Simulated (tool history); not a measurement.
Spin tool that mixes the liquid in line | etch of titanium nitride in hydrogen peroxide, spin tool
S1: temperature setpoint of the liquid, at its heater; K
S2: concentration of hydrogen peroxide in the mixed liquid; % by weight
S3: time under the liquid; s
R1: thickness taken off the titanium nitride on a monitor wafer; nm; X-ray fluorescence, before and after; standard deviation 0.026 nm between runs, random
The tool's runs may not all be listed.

run 1 day=0.000 | S1=316.15 S2=16 S3=300 | R1=7.1161
run 2 day=0.154 | S1=314.65 S2=16 S3=300 | R1=6.3735
run 3 day=0.225 | S1=313.65 S2=16 S3=300 | R1=5.7992
run 4 day=0.350 | S1=313.65 S2=16 S3=320 | R1=6.3020
run 5 day=0.542 | S1=307.65 S2=16 S3=320 | R1=3.9275
run 6 day=0.842 | S1=308.65 S2=16 S3=320 | R1=4.2499

For run 7, what comes out?
run 7 day=1.062 | S1=309.15 S2=16 S3=320 | R1=?

{"run 7": {"R1": 4.421}}
